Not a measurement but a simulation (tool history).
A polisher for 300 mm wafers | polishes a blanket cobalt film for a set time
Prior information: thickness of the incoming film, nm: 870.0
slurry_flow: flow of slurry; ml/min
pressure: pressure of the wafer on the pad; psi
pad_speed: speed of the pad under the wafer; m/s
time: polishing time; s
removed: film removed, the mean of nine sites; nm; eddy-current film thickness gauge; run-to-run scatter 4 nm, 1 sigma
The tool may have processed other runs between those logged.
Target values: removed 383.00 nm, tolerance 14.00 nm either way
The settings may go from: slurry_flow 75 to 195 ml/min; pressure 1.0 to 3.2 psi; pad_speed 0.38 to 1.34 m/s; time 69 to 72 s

| run | hour | slurry_flow | pressure | pad_speed | time | removed |
|---|---|---|---|---|---|---|
| 1 | 0.0 | 125 | 2.1 | 0.86 | 69 | 277.58 |
| 2 | 2.8 | 125 | 2.1 | 0.86 | 72 | 288.17 |
| 3 | 5.4 | 130 | 2.2 | 0.86 | 72 | 305.16 |
| 4 | 9.6 | 130 | 1.7 | 0.86 | 72 | 236.48 |
| 5 | 14.9 | 130 | 1.3 | 0.86 | 72 | 184.70 |
| 6 | 17.8 | 135 | 1.5 | 0.86 | 72 | 209.74 |
| 7 | 26.1 | 135 | 1.7 | 0.86 | 72 | 236.26 |
| 8 | 27.8 | 140 | 1.8 | 0.86 | 72 | 250.85 |
| 9 | 31.6 | 165 | 2.4 | 0.88 | 72 | 342.93 |
| 10 | 34.9 | 165 | 2.5 | 0.88 | 72 | 353.63 |

Pick the move, out of 5, that brings all results within their allowed miss; only one does.
| A | 38.2 | 185 | 2.7 | 0.86 | 71 | ? |
| B | 38.2 | 180 | 2.3 | 0.88 | 70 | ? |
| C | 38.2 | 195 | 2.2 | 0.88 | 70 | ? |
| D | 38.2 | 155 | 2.4 | 0.90 | 69 | ? |
| E | 38.2 | 150 | 2.4 | 0.80 | 72 | ? |

| move | removed |
|---|---|
| A | 377.37 |
| B | 324.19 |
| C | 313.25 |
| D | 334.39 |
| E | 311.21 |
A: all results in spec
B: its largest miss is bigger than the last run's
C: its largest miss is bigger than the last run's
D: its largest miss is bigger than the last run's
E: its largest miss is bigger than the last run's
The right move is A.
